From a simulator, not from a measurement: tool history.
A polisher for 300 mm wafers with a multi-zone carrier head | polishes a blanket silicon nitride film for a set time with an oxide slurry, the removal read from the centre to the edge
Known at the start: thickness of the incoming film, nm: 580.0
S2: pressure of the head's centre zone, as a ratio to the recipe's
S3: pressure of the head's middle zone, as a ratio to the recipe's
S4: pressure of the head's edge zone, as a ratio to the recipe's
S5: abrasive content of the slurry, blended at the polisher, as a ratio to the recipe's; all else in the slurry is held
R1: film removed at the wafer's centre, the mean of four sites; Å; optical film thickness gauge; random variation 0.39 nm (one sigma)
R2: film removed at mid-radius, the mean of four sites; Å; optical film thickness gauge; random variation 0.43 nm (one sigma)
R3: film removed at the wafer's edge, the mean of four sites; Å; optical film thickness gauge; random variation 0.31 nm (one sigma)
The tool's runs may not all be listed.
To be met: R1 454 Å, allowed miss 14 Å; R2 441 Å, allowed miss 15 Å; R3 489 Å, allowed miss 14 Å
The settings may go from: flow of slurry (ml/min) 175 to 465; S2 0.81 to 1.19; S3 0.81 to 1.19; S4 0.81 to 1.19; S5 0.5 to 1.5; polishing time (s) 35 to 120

{"run": 1, "hour": 0.0, "flow of slurry (ml/min)": 295, "S2": 1, "S3": 1, "S4": 1, "S5": 1, "polishing time (s)": 77, "R1": 571.22, "R2": 579.06, "R3": 586.58}
{"run": 2, "hour": 3.2, "flow of slurry (ml/min)": 290, "S2": 0.98, "S3": 0.97, "S4": 0.98, "S5": 0.95, "polishing time (s)": 77, "R1": 548.76, "R2": 556.25, "R3": 569.93}
{"run": 3, "hour": 5.2, "flow of slurry (ml/min)": 290, "S2": 1.02, "S3": 0.97, "S4": 0.98, "S5": 0.95, "polishing time (s)": 77, "R1": 577.25, "R2": 561.75, "R3": 562.4}
{"run": 4, "hour": 12.1, "flow of slurry (ml/min)": 285, "S2": 1, "S3": 0.94, "S4": 0.97, "S5": 0.9, "polishing time (s)": 77, "R1": 546.35, "R2": 529.67, "R3": 551.42}
{"run": 5, "hour": 18.7, "flow of slurry (ml/min)": 285, "S2": 1, "S3": 0.94, "S4": 1.02, "S5": 0.9, "polishing time (s)": 77, "R1": 544.21, "R2": 520.21, "R3": 552.72}
{"run": 6, "hour": 27.2, "flow of slurry (ml/min)": 285, "S2": 1, "S3": 0.86, "S4": 1.02, "S5": 0.9, "polishing time (s)": 77, "R1": 546.39, "R2": 493.31, "R3": 561.51}
{"hour": 31.4, "done": "slurry nozzle cleaned"}
{"run": 7, "hour": 31.4, "flow of slurry (ml/min)": 280, "S2": 0.99, "S3": 0.86, "S4": 1.01, "S5": 0.85, "polishing time (s)": 77, "R1": 549.11, "R2": 500.9, "R3": 564.29}
{"run": 8, "hour": 39.5, "flow of slurry (ml/min)": 280, "S2": 0.98, "S3": 0.86, "S4": 1.01, "S5": 0.8, "polishing time (s)": 76, "R1": 517.15, "R2": 472.81, "R3": 535.88}
{"run": 9, "hour": 40.7, "flow of slurry (ml/min)": 280, "S2": 0.97, "S3": 0.86, "S4": 1.01, "S5": 0.75, "polishing time (s)": 76, "R1": 494.79, "R2": 460.3, "R3": 526.89}
{"run": 10, "hour": 42.1, "flow of slurry (ml/min)": 280, "S2": 0.97, "S3": 0.86, "S4": 1, "S5": 0.75, "polishing time (s)": 76, "R1": 499.77, "R2": 460.19, "R3": 519.28}
{"run": 11, "hour": 50.9, "flow of slurry (ml/min)": 280, "S2": 0.96, "S3": 0.86, "S4": 0.99, "S5": 0.75, "polishing time (s)": 76, "R1": 488.51, "R2": 461.58, "R3": 515.81}
{"run": 12, "hour": 55.7, "flow of slurry (ml/min)": 280, "S2": 0.95, "S3": 0.86, "S4": 0.98, "S5": 0.75, "polishing time (s)": 76, "R1": 484.14, "R2": 462.83, "R3": 517.42}
{"run": 13, "hour": 57.3, "flow of slurry (ml/min)": 280, "S2": 0.95, "S3": 0.86, "S4": 0.97, "S5": 0.75, "polishing time (s)": 76, "R1": 483.13, "R2": 461.95, "R3": 513.59}
{"run": 14, "hour": 60.0, "flow of slurry (ml/min)": 280, "S2": 0.95, "S3": 0.86, "S4": 0.96, "S5": 0.75, "polishing time (s)": 76, "R1": 486.3, "R2": 453.7, "R3": 509.87}
{"run": 15, "hour": 65.8, "flow of slurry (ml/min)": 280, "S2": 0.94, "S3": 0.86, "S4": 0.95, "S5": 0.75, "polishing time (s)": 76, "R1": 482.72, "R2": 462.24, "R3": 508.3}
{"run": 16, "hour": 72.9, "flow of slurry (ml/min)": 275, "S2": 0.93, "S3": 0.85, "S4": 0.94, "S5": 0.75, "polishing time (s)": 76, "R1": 478.4, "R2": 459.23, "R3": 498.05}

Which of these 5 next moves meets every target?
{"run": "A", "hour": 80.0, "flow of slurry (ml/min)": 275, "S2": 0.92, "S3": 0.95, "S4": 0.98, "S5": 0.7, "polishing time (s)": 76, "R1": "?", "R2": "?", "R3": "?"}
{"run": "B", "hour": 80.0, "flow of slurry (ml/min)": 400, "S2": 0.87, "S3": 0.81, "S4": 1.19, "S5": 0.65, "polishing time (s)": 74, "R1": "?", "R2": "?", "R3": "?"}
{"run": "C", "hour": 80.0, "flow of slurry (ml/min)": 280, "S2": 1.01, "S3": 0.81, "S4": 0.95, "S5": 0.7, "polishing time (s)": 75, "R1": "?", "R2": "?", "R3": "?"}
{"run": "D", "hour": 80.0, "flow of slurry (ml/min)": 360, "S2": 0.96, "S3": 0.9, "S4": 1.08, "S5": 0.9, "polishing time (s)": 63, "R1": "?", "R2": "?", "R3": "?"}
{"run": "E", "hour": 80.0, "flow of slurry (ml/min)": 270, "S2": 0.96, "S3": 0.81, "S4": 0.85, "S5": 0.75, "polishing time (s)": 76, "R1": "?", "R2": "?", "R3": "?"}

move=A R1=451.17 R2=482.45 R3=494.04
move=B R1=413.4 R2=409.09 R3=512.3
move=C R1=489.63 R2=417.91 R3=483.65
move=D R1=452.67 R2=442.23 R3=489.07
move=E R1=486.15 R2=437.05 R3=486.98
A: brings the result that was furthest off to its target, and leaves another outside
B: takes the result that was furthest off past its target
C: further off than the last run
D: meets every target
E: further off than the last run
The right move is D.
